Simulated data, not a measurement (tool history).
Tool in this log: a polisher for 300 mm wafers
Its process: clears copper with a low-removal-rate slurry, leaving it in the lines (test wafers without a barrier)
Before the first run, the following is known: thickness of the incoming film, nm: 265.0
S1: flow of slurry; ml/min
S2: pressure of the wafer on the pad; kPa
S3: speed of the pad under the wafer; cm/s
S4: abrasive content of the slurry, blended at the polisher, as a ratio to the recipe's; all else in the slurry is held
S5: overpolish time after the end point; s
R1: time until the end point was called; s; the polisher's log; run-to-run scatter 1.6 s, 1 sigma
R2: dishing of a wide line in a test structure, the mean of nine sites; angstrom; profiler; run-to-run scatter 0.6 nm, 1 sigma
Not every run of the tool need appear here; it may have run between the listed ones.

run,hour,S1,S2,S3,S4,S5,R1,R2
1,0,265,17.9,126,1,10,58.29,266.76
2,5.9,265,17.9,126,1.15,10,60.845,284.35
3,12.9,260,15.9,124,1.2,11,67.304,266.08
4,14.6,260,14.5,120,1.25,13,74.121,294.91
5,22.8,260,14.5,120,1.25,17,74.312,368
6,30.8,260,14.5,120,1.25,19,74.658,396.13
7,37.1,260,13.8,120,1.25,19,74.798,381.94

What does the tool deliver on the next run?
8,38.6,260,12.4,120,1.25,19,?,?

Run 8 yielded R1 83.586 s, R2 356.45 angstrom.
